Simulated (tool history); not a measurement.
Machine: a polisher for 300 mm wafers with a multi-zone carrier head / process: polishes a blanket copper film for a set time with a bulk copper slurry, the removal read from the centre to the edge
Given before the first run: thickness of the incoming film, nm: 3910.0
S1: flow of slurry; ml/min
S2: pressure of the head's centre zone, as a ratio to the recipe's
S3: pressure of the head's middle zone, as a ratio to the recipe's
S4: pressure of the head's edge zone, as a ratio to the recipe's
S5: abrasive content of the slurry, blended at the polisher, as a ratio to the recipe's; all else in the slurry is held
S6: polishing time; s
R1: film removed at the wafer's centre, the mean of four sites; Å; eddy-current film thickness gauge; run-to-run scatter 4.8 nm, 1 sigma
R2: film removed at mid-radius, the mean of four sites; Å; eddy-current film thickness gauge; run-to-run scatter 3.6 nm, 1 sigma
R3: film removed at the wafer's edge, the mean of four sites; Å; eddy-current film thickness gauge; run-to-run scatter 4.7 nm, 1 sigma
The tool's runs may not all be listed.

run  hour   S1    S2    S3    S4   S5  S6      R1      R2      R3
  1     0  230     1     1     1    1  71  5301.1  5071.3    5018
  2   4.3  240  0.98  1.02  1.02    1  71    5161    5159    5116
  3    13  240  0.98  1.08  1.02    1  71  5330.2  5337.8  5108.5
  4  17.1  205  0.98  1.08  1.02    1  71  5078.4  5217.2    5028
  5  19.2  205  0.98  1.08  1.02  0.9  71  4943.3  5142.6  4936.5
  6  24.9  205  0.98  1.08  1.02    1  71  5038.2  5234.1  5092.5
  7  28.1  210  0.96   1.1  1.02    1  71  4981.2  5322.1  4926.6

Forecast run 8:
  8  29.9  210  0.95  1.11  1.05  1.05  71   ?   ?   ?

Run 8 measured R1 5050.8 Å, R2 5410.9 Å, R3 5074.6 Å.
